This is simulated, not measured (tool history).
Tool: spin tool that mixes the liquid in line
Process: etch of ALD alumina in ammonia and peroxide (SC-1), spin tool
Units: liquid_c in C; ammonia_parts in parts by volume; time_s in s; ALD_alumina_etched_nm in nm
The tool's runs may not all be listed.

run,hour,liquid_c,ammonia_parts,time_s,ALD_alumina_etched_nm
1,0.0,53.0,0.7,160,9.3979
2,3.4,53.0,0.7,170,10.0210
3,11.4,51.5,0.7,170,9.1546
4,20.4,50.5,0.7,170,8.6565
5,26.8,49.5,0.7,170,8.2393
6,29.8,48.5,0.7,170,7.8429
7,37.8,47.5,0.7,170,7.3674

The next listed run, before its measurement:
8,39.8,47.0,0.7,170,?

ALD_alumina_etched_nm: 7.2085 nm
